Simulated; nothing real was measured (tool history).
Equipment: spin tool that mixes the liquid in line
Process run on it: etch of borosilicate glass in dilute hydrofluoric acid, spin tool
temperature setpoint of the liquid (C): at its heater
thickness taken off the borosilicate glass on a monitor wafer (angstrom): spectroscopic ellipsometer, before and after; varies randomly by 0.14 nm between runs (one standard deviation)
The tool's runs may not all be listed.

run,hour,temperature setpoint of the liquid (C),parts of water to one part of 49 % hydrofluoric acid (parts by volume),time under the liquid (s),thickness taken off the borosilicate glass on a monitor wafer (angstrom)
1,0,25,65,55,312.64
2,8.9,23,65,55,292.7
3,17.7,23,75,55,246.35
4,22.7,26.5,75,55,285.67
# hour 27.6: thermometer replaced
5,27.6,25.5,75,55,285.72
6,28.2,24.5,75,55,276.85
7,31.9,23.5,75,55,265.44
8,32.7,22.5,75,55,253.8
9,41.2,22,75,55,251.75

Run 10 is up next; what results do you expect?
10,49.7,21.5,75,55,?

thickness taken off the borosilicate glass on a monitor wafer (angstrom): 245.16
